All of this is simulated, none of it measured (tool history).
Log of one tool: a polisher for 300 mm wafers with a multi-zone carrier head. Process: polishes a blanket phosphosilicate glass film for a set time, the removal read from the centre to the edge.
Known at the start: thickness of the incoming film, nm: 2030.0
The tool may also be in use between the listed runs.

| run | hour | flow of slurry (ml/min) | pressure of the head's centre zone | pressure of the head's middle zone | pressure of the head's edge zone | abrasive content of the slurry | polishing time (s) | film removed at the wafer's centre (nm) | film removed at mid-radius (nm) | film removed at the wafer's edge (nm) |
|---|---|---|---|---|---|---|---|---|---|---|
| 1 | 0.0 | 145 | 1.00 | 1.00 | 1.00 | 1.00 | 42 | 327.90 | 327.57 | 320.20 |
| 2 | 2.7 | 145 | 1.00 | 1.00 | 1.00 | 1.00 | 52 | 398.36 | 413.27 | 407.25 |
| 3 | 11.5 | 140 | 1.02 | 0.95 | 0.99 | 0.85 | 50 | 369.42 | 362.96 | 364.02 |
| 4 | 13.5 | 135 | 1.05 | 0.91 | 1.02 | 0.75 | 47 | 337.93 | 311.09 | 332.02 |
| 5 | 15.9 | 135 | 1.05 | 0.99 | 1.02 | 0.75 | 47 | 341.15 | 326.42 | 327.56 |
| 6 | 17.5 | 125 | 1.08 | 0.95 | 1.02 | 0.70 | 46 | 322.52 | 297.68 | 315.26 |
| 7 | 25.6 | 125 | 1.11 | 0.92 | 1.00 | 0.65 | 45 | 320.72 | 273.74 | 296.98 |
| 8 | 30.1 | 120 | 1.12 | 0.90 | 0.98 | 0.60 | 45 | 310.09 | 263.63 | 282.64 |

Run 9 comes next. What will it give?
| 9 | 38.2 | 115 | 1.13 | 0.88 | 0.98 | 0.60 | 45 | ? | ? | ? |

Run 9 gave film removed at the wafer's centre (nm) 310.11, film removed at mid-radius (nm) 254.60, film removed at the wafer's edge (nm) 278.82.
